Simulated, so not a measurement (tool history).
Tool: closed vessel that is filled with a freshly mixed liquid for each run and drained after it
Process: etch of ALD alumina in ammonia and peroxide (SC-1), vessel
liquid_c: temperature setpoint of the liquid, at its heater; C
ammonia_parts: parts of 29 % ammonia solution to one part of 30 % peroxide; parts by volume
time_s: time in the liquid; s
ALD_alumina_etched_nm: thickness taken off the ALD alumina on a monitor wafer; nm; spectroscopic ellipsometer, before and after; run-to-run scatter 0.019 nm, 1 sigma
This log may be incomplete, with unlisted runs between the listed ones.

run  hour  liquid_c  ammonia_parts  time_s  ALD_alumina_etched_nm
  1     0        51            0.8      30                 1.7694
  2   7.9        51            0.8      30                 1.7237
  3     9        52            0.8      30                 1.8472
  4  13.5      52.5            0.8      30                 1.8594
  5  22.3      52.5            0.8      30                 1.8993
  6  27.5      52.5           0.65      30                 1.8257
  7  32.8        53           0.65      30                 1.8839

Expected results for the next run?
  8  36.2      53.5           0.65      30                      ?

{"run 8": {"ALD_alumina_etched_nm": 1.9422}}
